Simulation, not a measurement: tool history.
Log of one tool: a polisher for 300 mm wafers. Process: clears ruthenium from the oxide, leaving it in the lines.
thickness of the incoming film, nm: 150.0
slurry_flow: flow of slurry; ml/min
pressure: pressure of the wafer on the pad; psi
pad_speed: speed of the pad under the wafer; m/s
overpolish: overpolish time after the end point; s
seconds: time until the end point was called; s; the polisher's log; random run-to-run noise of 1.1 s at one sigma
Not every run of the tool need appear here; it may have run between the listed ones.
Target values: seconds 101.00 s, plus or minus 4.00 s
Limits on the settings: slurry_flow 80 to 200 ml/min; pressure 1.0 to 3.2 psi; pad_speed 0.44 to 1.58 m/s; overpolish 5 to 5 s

| run | hour | slurry_flow | pressure | pad_speed | overpolish | seconds |
|---|---|---|---|---|---|---|
| 1 | 0.0 | 130 | 2.1 | 1.00 | 5 | 123.09 |
| 2 | 6.4 | 105 | 2.1 | 1.00 | 5 | 137.03 |
| 3 | 11.1 | 105 | 2.1 | 0.78 | 5 | 158.85 |
| 4 | 19.7 | 105 | 1.9 | 0.78 | 5 | 175.88 |
| 5 | 21.6 | 105 | 1.9 | 0.66 | 5 | 193.06 |
| 6 | 23.6 | 125 | 2.2 | 0.68 | 5 | 161.24 |
| 7 | 29.0 | 140 | 2.5 | 0.70 | 5 | 135.15 |
| 8 | 32.4 | 150 | 2.7 | 0.70 | 5 | 123.17 |
| 9 | 38.9 | 150 | 2.7 | 0.70 | 5 | 124.69 |
| 10 | 41.4 | 150 | 2.7 | 0.70 | 5 | 123.23 |
| 11 | 42.3 | 155 | 2.8 | 0.70 | 5 | 117.63 |

Below are 5 possible settings for the next run. Only one of them brings all results inside the allowed miss of their targets. Which is it?
| A | 43.2 | 150 | 3.2 | 0.72 | 5 | ? |
| B | 43.2 | 150 | 2.8 | 0.60 | 5 | ? |
| C | 43.2 | 125 | 2.6 | 0.76 | 5 | ? |
| D | 43.2 | 160 | 2.5 | 0.64 | 5 | ? |
| E | 43.2 | 135 | 2.7 | 0.52 | 5 | ? |

| move | seconds |
|---|---|
| A | 100.73 |
| B | 128.38 |
| C | 123.75 |
| D | 136.37 |
| E | 147.43 |
A: hits every target within its allowed miss
B: moves away from the targets compared with the last run
C: moves away from the targets compared with the last run
D: moves away from the targets compared with the last run
E: moves away from the targets compared with the last run
The move that meets every target is A.
